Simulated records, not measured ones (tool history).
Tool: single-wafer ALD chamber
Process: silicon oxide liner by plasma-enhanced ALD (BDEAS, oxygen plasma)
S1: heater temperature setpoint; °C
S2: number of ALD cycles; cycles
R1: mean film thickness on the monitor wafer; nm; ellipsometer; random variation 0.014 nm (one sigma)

Run 1, hour 0: S1 310 °C, S2 57 cycles. Result: R1 5.5447 nm.
Run 2, hour 7.5: S1 318 °C, S2 57 cycles. Result: R1 5.4846 nm.
Run 3, hour 12.6: S1 324 °C, S2 57 cycles. Result: R1 5.4587 nm.
Run 4, hour 21.2: S1 324 °C, S2 62 cycles. Result: R1 5.8995 nm.
Run 5, hour 29.2: S1 324 °C, S2 54 cycles. Result: R1 5.146 nm.
Run 6, hour 31.8: S1 324 °C, S2 61 cycles. Result: R1 5.8237 nm.
Run 7, hour 39.8: S1 324 °C, S2 61 cycles. Result: R1 5.8243 nm.

The next listed run, before its measurement:
Run 8, hour 43.2: S1 324 °C, S2 58 cycles. Result: R1 ?.

Run 8 gave R1 5.5252 nm.
